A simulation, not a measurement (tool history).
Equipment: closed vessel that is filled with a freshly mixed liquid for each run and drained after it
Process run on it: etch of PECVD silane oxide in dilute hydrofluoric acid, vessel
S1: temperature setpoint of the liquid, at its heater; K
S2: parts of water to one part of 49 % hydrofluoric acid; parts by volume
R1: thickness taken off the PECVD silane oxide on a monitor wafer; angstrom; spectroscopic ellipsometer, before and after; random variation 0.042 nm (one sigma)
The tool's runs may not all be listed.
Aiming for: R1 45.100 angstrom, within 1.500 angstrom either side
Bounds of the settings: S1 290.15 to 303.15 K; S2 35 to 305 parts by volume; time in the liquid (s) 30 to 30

{"run": 1, "day": 0.0, "S1": 295.15, "S2": 170, "time in the liquid (s)": 30, "R1": 25.053}
{"run": 2, "day": 0.054, "S1": 295.15, "S2": 170, "time in the liquid (s)": 30, "R1": 24.638}
{"run": 3, "day": 0.079, "S1": 296.65, "S2": 160, "time in the liquid (s)": 30, "R1": 28.109}
{"run": 4, "day": 0.175, "S1": 296.65, "S2": 210, "time in the liquid (s)": 30, "R1": 20.523}
{"run": 5, "day": 0.246, "S1": 298.15, "S2": 190, "time in the liquid (s)": 30, "R1": 24.467}
{"run": 6, "day": 0.517, "S1": 299.15, "S2": 175, "time in the liquid (s)": 30, "R1": 27.936}
{"run": 7, "day": 0.892, "S1": 300.15, "S2": 165, "time in the liquid (s)": 30, "R1": 30.79}
{"run": 8, "day": 0.992, "S1": 300.65, "S2": 155, "time in the liquid (s)": 30, "R1": 34.173}
{"run": 9, "day": 1.167, "S1": 301.15, "S2": 150, "time in the liquid (s)": 30, "R1": 35.384}
{"run": 10, "day": 1.292, "S1": 301.65, "S2": 145, "time in the liquid (s)": 30, "R1": 37.29}
{"run": 11, "day": 1.488, "S1": 302.15, "S2": 140, "time in the liquid (s)": 30, "R1": 40.664}
{"run": 12, "day": 1.738, "S1": 302.65, "S2": 135, "time in the liquid (s)": 30, "R1": 42.999}

Exercise: of the 4 proposed moves below, exactly one satisfies all targets within the stated allowed misses. Which move is it?
{"run": "A", "day": 1.988, "S1": 303.15, "S2": 140, "time in the liquid (s)": 30, "R1": "?"}
{"run": "B", "day": 1.988, "S1": 302.15, "S2": 140, "time in the liquid (s)": 30, "R1": "?"}
{"run": "C", "day": 1.988, "S1": 302.65, "S2": 130, "time in the liquid (s)": 30, "R1": "?"}
{"run": "D", "day": 1.988, "S1": 301.65, "S2": 140, "time in the liquid (s)": 30, "R1": "?"}

move=A R1=41.833
move=B R1=40.337
move=C R1=44.830
move=D R1=39.603
A: lands further from the targets than the last run did
B: lands further from the targets than the last run did
C: all results land within tolerance of their targets
D: lands further from the targets than the last run did
Answer: C

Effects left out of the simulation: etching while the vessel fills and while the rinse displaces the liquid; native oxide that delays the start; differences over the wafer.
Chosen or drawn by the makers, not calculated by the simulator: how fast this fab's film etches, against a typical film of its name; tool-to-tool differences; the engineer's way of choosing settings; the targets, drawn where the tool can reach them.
